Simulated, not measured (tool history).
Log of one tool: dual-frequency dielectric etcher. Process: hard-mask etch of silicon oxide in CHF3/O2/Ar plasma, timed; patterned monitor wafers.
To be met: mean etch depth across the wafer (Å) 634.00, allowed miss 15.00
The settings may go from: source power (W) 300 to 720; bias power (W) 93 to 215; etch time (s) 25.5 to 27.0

run  hour  source power (W)  bias power (W)  etch time (s)  mean etch depth across the wafer (Å)
  1   0.0               510             154           25.5                                521.46
  2   5.3               550             161           25.5                                548.33
  3   9.4               460             161           25.5                                502.34
  4  13.6               460             161           27.0                                531.32
  5  22.4               380             161           27.0                                483.16
  6  30.9               440             164           27.0                                525.45
  7  34.2               480             166           27.0                                545.92
  8  38.3               480             166           27.0                                551.36
  9  43.3               510             168           27.0                                566.78
 10  46.0               540             170           27.0                                586.57
 11  49.2               560             171           27.0                                597.15
 12  57.7               580             172           27.0                                608.33

Which of these 5 next moves meets every target?
  A  66.2               540             189           26.5                                     ?
  B  66.2               640             176           25.5                                     ?
  C  66.2               610             166           26.5                                     ?
  D  66.2               590             178           26.0                                     ?
  E  66.2               610             177           27.0                                     ?

move  mean etch depth across the wafer (Å)
   A                                595.25
   B                                604.74
   C                                602.71
   D                                596.21
   E                                627.56
A: further off than the last run
B: further off than the last run
C: further off than the last run
D: further off than the last run
E: meets every target
Move E is the one to make.
